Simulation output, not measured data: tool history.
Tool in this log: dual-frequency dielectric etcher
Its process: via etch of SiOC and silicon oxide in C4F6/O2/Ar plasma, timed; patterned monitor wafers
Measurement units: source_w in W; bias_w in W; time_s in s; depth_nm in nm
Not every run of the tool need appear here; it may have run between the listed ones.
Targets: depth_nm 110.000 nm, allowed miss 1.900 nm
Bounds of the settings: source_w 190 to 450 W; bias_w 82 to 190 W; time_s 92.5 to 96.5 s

run	day	source_w	bias_w	time_s	depth_nm
1	0.000	320	136	92.5	96.306
2	0.333	320	118	92.5	93.128
3	0.533	350	121	92.5	96.114
4	0.671	350	101	92.5	92.671
5	0.746	350	101	92.5	92.623
6	1.012	350	84	92.5	89.338
7	1.200	370	94	93.0	93.449
8	1.292	380	103	93.5	95.640
9	1.654	390	114	94.0	99.481
10	1.871	400	121	94.5	101.750
11	1.996	410	126	95.0	104.110
12	2.308	420	130	95.0	105.950
13	2.575	420	132	95.0	105.960
14	2.729	420	134	95.0	106.630

Pick the move, out of 5, that brings all results within their allowed miss; only one does.
A	2.883	390	163	95.5	?
B	2.883	360	165	93.5	?
C	2.883	440	136	92.5	?
D	2.883	450	120	94.5	?
E	2.883	420	133	94.0	?

move	depth_nm
A	109.710
B	105.290
C	105.540
D	105.620
E	105.230
A: all results land within tolerance of their targets
B: moves away from the targets compared with the last run
C: moves away from the targets compared with the last run
D: moves away from the targets compared with the last run
E: moves away from the targets compared with the last run
Answer: A
